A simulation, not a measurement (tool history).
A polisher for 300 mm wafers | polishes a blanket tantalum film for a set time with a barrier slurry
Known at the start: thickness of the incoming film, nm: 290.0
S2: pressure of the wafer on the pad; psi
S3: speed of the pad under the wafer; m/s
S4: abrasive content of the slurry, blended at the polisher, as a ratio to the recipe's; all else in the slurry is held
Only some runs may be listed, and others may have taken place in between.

run 1 hour=0.0 | flow_of_slurry_(ml/min)=215 S2=1.4 S3=1.18 S4=1.00 polishing_time_(s)=91 | film_removed_(Å)=1093.40
run 2 hour=6.2 | flow_of_slurry_(ml/min)=215 S2=1.4 S3=1.18 S4=0.95 polishing_time_(s)=91 | film_removed_(Å)=1079.20
run 3 hour=12.1 | flow_of_slurry_(ml/min)=215 S2=1.4 S3=1.18 S4=1.10 polishing_time_(s)=91 | film_removed_(Å)=1131.40
run 4 hour=15.7 | flow_of_slurry_(ml/min)=215 S2=1.1 S3=1.16 S4=1.10 polishing_time_(s)=91 | film_removed_(Å)=935.81
run 5 hour=20.8 | flow_of_slurry_(ml/min)=215 S2=1.1 S3=0.98 S4=1.10 polishing_time_(s)=91 | film_removed_(Å)=816.45
run 6 hour=25.5 | flow_of_slurry_(ml/min)=215 S2=1.1 S3=0.98 S4=1.00 polishing_time_(s)=91 | film_removed_(Å)=792.39
run 7 hour=29.0 | flow_of_slurry_(ml/min)=215 S2=1.0 S3=0.98 S4=1.00 polishing_time_(s)=91 | film_removed_(Å)=757.80
run 8 hour=33.2 | flow_of_slurry_(ml/min)=215 S2=0.9 S3=0.98 S4=1.00 polishing_time_(s)=91 | film_removed_(Å)=693.29

Estimate the outcome of run 9 from the log above:
run 9 hour=35.9 | flow_of_slurry_(ml/min)=215 S2=0.8 S3=0.98 S4=1.00 polishing_time_(s)=91 | film_removed_(Å)=?

Run 9 came out at film removed (Å) 640.90.
